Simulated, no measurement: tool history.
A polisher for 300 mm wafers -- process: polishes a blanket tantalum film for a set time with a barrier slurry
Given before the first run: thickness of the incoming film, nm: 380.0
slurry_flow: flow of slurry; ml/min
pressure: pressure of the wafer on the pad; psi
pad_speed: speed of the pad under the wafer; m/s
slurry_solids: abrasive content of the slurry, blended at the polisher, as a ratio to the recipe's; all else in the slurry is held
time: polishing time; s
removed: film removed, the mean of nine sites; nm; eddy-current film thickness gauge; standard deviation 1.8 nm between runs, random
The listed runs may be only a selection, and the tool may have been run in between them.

| run | hour | slurry_flow | pressure | pad_speed | slurry_solids | time | removed |
|---|---|---|---|---|---|---|---|
| 1 | 0 | 185 | 1.3 | 0.94 | 1 | 112 | 97.747 |
| 2 | 5.2 | 185 | 1.3 | 0.94 | 1.1 | 112 | 99.172 |
| 3 | 6.8 | 185 | 1.3 | 0.94 | 1.1 | 118 | 105.53 |
| 4 | 12.9 | 185 | 1.3 | 0.94 | 1.1 | 112 | 99.367 |
| 5 | 14.7 | 190 | 1.5 | 0.94 | 1.1 | 112 | 111.9 |
| 6 | 19.7 | 190 | 1.7 | 0.94 | 1.1 | 112 | 128.64 |
| 7 | 24.7 | 190 | 1.8 | 0.94 | 1.1 | 112 | 136.39 |

Predict the results of run 8:
| 8 | 25.9 | 190 | 1.9 | 0.94 | 1.1 | 112 | ? |

removed: 145.65 nm
